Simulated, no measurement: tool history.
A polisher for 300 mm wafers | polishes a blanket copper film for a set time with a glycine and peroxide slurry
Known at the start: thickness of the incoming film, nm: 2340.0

| run | day | flow of slurry (ml/min) | pressure of the wafer on the pad (kPa) | speed of the pad under the wafer (cm/s) | polishing time (s) | film removed (angstrom) |
|---|---|---|---|---|---|---|
| 1 | 0 | 125 | 17.9 | 94 | 26 | 1388.4 |
| 2 | 0.162 | 125 | 22.1 | 94 | 26 | 1574.7 |
| 3 | 0.258 | 115 | 22.1 | 94 | 26 | 1574.3 |
| 4 | 0.55 | 115 | 24.8 | 94 | 26 | 1668 |
| 5 | 0.879 | 115 | 22.1 | 88 | 26 | 1494 |
| 6 | 1.062 | 115 | 20 | 82 | 26 | 1339.1 |
| 7 | 1.312 | 115 | 17.9 | 78 | 26 | 1185.7 |
| 8 | 1.367 | 115 | 17.9 | 78 | 26 | 1208 |
| 9 | 1.712 | 115 | 16.5 | 76 | 26 | 1079.5 |
| 10 | 2.025 | 115 | 15.2 | 76 | 26 | 1049 |
| 11 | 2.392 | 115 | 14.5 | 76 | 26 | 1025 |
| 12 | 2.479 | 115 | 13.8 | 76 | 26 | 996.87 |
| 13 | 2.621 | 115 | 13.1 | 76 | 26 | 949.76 |
| 14 | 2.879 | 115 | 12.4 | 76 | 26 | 933.81 |

Forecast run 15:
| 15 | 3.154 | 115 | 11.7 | 76 | 26 | ? |

Run 15 gave film removed (angstrom) 896.98.
